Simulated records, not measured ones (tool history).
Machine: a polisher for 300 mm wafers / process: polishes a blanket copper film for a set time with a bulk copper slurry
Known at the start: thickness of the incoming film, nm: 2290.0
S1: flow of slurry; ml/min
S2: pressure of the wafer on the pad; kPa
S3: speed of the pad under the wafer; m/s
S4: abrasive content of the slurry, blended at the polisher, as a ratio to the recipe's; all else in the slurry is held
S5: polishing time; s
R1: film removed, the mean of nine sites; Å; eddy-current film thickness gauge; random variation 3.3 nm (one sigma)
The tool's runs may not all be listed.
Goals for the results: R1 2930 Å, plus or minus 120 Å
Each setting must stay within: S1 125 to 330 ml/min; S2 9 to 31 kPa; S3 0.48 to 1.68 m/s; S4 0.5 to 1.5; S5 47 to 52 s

Run 1, hour 0: S1 210 ml/min, S2 20 kPa, S3 1.08 m/s, S4 1, S5 52 s. Result: R1 5272.5 Å.
Run 2, hour 2.5: S1 210 ml/min, S2 15.2 kPa, S3 1.08 m/s, S4 1, S5 52 s. Result: R1 4032.7 Å.
Run 3, hour 3.4: S1 210 ml/min, S2 15.2 kPa, S3 1.08 m/s, S4 1.15, S5 52 s. Result: R1 4203 Å.
Run 4, hour 8.7: S1 210 ml/min, S2 15.2 kPa, S3 1.08 m/s, S4 1.35, S5 52 s. Result: R1 4330.8 Å.
Run 5, hour 11.1: S1 210 ml/min, S2 14.5 kPa, S3 1.08 m/s, S4 1.35, S5 52 s. Result: R1 4201.6 Å.
Run 6, hour 15.3: S1 210 ml/min, S2 13.8 kPa, S3 1.06 m/s, S4 1.35, S5 52 s. Result: R1 3887.2 Å.
Run 7, hour 20.8: S1 210 ml/min, S2 13.1 kPa, S3 1.06 m/s, S4 1.35, S5 52 s. Result: R1 3668.1 Å.
Run 8, hour 23.9: S1 205 ml/min, S2 9 kPa, S3 1.04 m/s, S4 1.35, S5 52 s. Result: R1 2560.5 Å.
Run 9, hour 28.1: S1 210 ml/min, S2 9 kPa, S3 1.04 m/s, S4 1.35, S5 52 s. Result: R1 2516.2 Å.

Which of these 5 next moves meets every target?
Run A, hour 32.3: S1 240 ml/min, S2 11.7 kPa, S3 0.86 m/s, S4 1.25, S5 50 s. Result: R1 ?.
Run B, hour 32.3: S1 220 ml/min, S2 11 kPa, S3 1.06 m/s, S4 1.5, S5 52 s. Result: R1 ?.
Run C, hour 32.3: S1 240 ml/min, S2 12.4 kPa, S3 0.88 m/s, S4 1.3, S5 47 s. Result: R1 ?.
Run D, hour 32.3: S1 225 ml/min, S2 9.7 kPa, S3 1.06 m/s, S4 1.35, S5 49 s. Result: R1 ?.
Run E, hour 32.3: S1 195 ml/min, S2 12.4 kPa, S3 0.9 m/s, S4 1.5, S5 50 s. Result: R1 ?.

move      R1
   A  2675.8
   B  3269.6
   C  2734.2
   D  2659.2
   E  2994.4
A: gains on the last run, yet a result remains outside its allowed miss
B: the result that was furthest off in the last run now lies on the other side of its target
C: gains on the last run, yet a result remains outside its allowed miss
D: gains on the last run, yet a result remains outside its allowed miss
E: meets every target
Answer: E
